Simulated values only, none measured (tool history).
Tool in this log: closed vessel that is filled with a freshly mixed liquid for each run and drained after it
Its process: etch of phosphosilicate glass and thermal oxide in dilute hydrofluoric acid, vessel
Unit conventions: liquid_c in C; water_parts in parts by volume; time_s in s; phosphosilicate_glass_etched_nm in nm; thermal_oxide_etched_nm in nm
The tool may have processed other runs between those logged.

| run | hour | liquid_c | water_parts | time_s | phosphosilicate_glass_etched_nm | thermal_oxide_etched_nm |
|---|---|---|---|---|---|---|
| 1 | 0.0 | 26.0 | 40 | 60 | 110.190 | 8.3234 |
| 2 | 6.6 | 26.0 | 30 | 60 | 148.830 | 11.2670 |
| 3 | 11.1 | 26.0 | 30 | 35 | 86.176 | 6.6600 |
| 4 | 16.9 | 23.5 | 30 | 35 | 77.593 | 5.8506 |
| 5 | 19.5 | 23.5 | 30 | 50 | 110.950 | 8.5480 |
| 6 | 25.3 | 25.0 | 30 | 50 | 118.160 | 9.0140 |
| 7 | 33.0 | 21.0 | 45 | 50 | 65.119 | 5.0489 |
| 8 | 34.8 | 20.5 | 45 | 50 | 64.242 | 4.8296 |
| 9 | 42.7 | 20.0 | 45 | 50 | 62.532 | 4.7659 |

Run 10, settings as shown, results not yet in. Your forecast:
| 10 | 48.0 | 19.5 | 45 | 50 | ? | ? |

phosphosilicate_glass_etched_nm: 62.128 nm
thermal_oxide_etched_nm: 4.6889 nm
